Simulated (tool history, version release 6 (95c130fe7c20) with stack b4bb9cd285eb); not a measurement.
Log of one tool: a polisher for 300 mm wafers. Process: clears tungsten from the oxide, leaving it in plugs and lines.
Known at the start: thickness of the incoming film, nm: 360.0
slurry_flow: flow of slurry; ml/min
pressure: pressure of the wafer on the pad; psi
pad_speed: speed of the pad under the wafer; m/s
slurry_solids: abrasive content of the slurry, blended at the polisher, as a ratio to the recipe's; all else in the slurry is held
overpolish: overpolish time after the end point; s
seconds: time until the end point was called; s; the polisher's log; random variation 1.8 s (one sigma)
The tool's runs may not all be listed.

run	hour	slurry_flow	pressure	pad_speed	slurry_solids	overpolish	seconds
1	0.0	215	2.8	1.14	1.00	29	74.320
2	7.1	215	2.4	1.12	1.00	29	85.624
3	10.0	215	2.4	1.28	1.00	29	76.520
4	16.1	215	3.0	1.28	1.00	29	63.381
5	21.2	215	3.0	1.28	1.15	29	60.668
6	25.4	215	3.0	1.28	1.15	31	62.349

The next listed run, before its measurement:
7	33.6	215	2.5	1.20	1.15	31	?

{"run 7": {"seconds": 76.021}}
